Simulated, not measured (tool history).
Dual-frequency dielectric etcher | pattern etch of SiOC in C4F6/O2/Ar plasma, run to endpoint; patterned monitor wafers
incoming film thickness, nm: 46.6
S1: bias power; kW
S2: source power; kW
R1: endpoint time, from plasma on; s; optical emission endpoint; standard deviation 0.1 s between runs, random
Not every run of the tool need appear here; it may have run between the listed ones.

| run | hour | S1 | S2 | R1 |
|---|---|---|---|---|
| 1 | 0.0 | 0.583 | 0.300 | 15.241 |
| 2 | 3.5 | 0.612 | 0.310 | 14.636 |
| 3 | 5.1 | 0.633 | 0.310 | 14.438 |
| 4 | 9.9 | 0.559 | 0.310 | 15.043 |
| 5 | 11.8 | 0.467 | 0.310 | 15.953 |
| 6 | 14.6 | 0.526 | 0.310 | 15.195 |
| 7 | 16.0 | 0.526 | 0.310 | 15.511 |
|  | 24.9 | bias power generator calibrated |
| 8 | 24.9 | 0.559 | 0.320 | 15.052 |
| 9 | 25.5 | 0.590 | 0.330 | 14.627 |

What does the tool deliver on the next run?
| 10 | 30.7 | 0.615 | 0.340 | ? |

R1: 14.070 s

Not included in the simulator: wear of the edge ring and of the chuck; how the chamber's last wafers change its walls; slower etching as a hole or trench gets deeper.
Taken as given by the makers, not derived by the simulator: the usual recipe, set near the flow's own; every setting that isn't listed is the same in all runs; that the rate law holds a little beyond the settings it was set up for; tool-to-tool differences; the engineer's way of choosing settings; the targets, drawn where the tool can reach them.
